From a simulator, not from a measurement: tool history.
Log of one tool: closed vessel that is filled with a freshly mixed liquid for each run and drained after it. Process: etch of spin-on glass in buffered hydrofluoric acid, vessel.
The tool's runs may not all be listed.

run,hour,temperature setpoint of the liquid (C),parts of 40 % ammonium fluoride to one part of 49 % hydrofluoric acid (parts by volume),time in the liquid (s),thickness taken off the spin-on glass on a monitor wafer (nm)
1,0.0,22.0,15.5,95,115.320
2,6.2,22.0,18.0,95,99.211
3,9.4,24.5,18.0,95,113.440
4,12.2,23.0,18.0,95,105.440
5,13.8,22.0,18.0,95,99.262
6,17.2,21.0,18.0,95,93.842
7,24.6,21.0,18.0,95,93.980
8,31.6,20.5,18.0,95,91.290
9,40.7,20.0,18.0,95,89.043
10,44.2,18.5,18.0,95,81.645

Run 11 comes next. What will it give?
11,52.1,18.5,18.0,95,?

thickness taken off the spin-on glass on a monitor wafer (nm): 82.376
